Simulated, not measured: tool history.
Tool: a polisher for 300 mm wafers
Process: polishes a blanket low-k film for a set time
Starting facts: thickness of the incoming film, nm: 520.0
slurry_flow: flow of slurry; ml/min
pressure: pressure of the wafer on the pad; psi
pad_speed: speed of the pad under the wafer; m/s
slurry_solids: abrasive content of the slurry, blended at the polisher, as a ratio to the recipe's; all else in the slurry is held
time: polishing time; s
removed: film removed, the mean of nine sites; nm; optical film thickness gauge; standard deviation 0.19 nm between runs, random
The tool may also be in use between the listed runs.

run	hour	slurry_flow	pressure	pad_speed	slurry_solids	time	removed
1	0	150	1.8	0.96	1	36	12.504
2	2.5	150	1.8	0.96	1	32	11.454
3	6.3	155	2	0.96	1	32	12.557
4	13.6	155	2	0.96	1	32	12.267
5	15.3	155	2	1.2	1	32	14.855
6	21.3	155	2.1	1.2	1	32	15.518
7	29.4	155	2.2	1.2	1	32	16.52

Forecast run 8:
8	30.2	155	2.3	1.2	1	32	?

removed: 17.4 nm
